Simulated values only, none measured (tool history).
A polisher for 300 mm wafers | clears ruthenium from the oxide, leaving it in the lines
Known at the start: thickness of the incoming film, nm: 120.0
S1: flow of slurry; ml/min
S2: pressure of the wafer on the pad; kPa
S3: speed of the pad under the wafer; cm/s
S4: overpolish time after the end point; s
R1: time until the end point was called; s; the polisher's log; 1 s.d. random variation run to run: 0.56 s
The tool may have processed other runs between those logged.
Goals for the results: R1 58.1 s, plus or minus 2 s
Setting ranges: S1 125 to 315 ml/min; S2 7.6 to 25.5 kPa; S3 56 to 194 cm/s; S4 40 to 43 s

run	hour	S1	S2	S3	S4	R1
1	0	205	16.5	124	40	67.234
2	0.7	205	16.5	104	40	80.837
3	8.1	205	16.5	78	40	105.18
4	11.7	205	18.6	80	40	94.241
5	19.3	210	20.7	84	40	83.13
6	20.6	210	17.2	84	40	96
7	28.4	210	19.3	88	40	83.139
8	35.2	215	20.7	90	40	77.507
9	40.6	215	22.1	92	40	71.756
10	46.9	215	22.8	94	40	68.357
11	50.4	215	23.4	96	40	66.2
12	57.5	215	23.4	96	40	65.539

Exercise: of the 4 proposed moves below, exactly one satisfies all targets within the stated allowed misses. Which move is it?
A	64.6	195	22.8	124	40	?
B	64.6	180	20	136	43	?
C	64.6	210	22.1	106	43	?
D	64.6	245	23.4	108	43	?

move	R1
A	52.198
B	53.37
C	61.958
D	57.201
A: the result that was furthest off in the last run now lies on the other side of its target
B: the result that was furthest off in the last run now lies on the other side of its target
C: closer than the last run, but not yet in spec
D: each result inside its tolerance
D is the move that brings every result within its allowed miss.
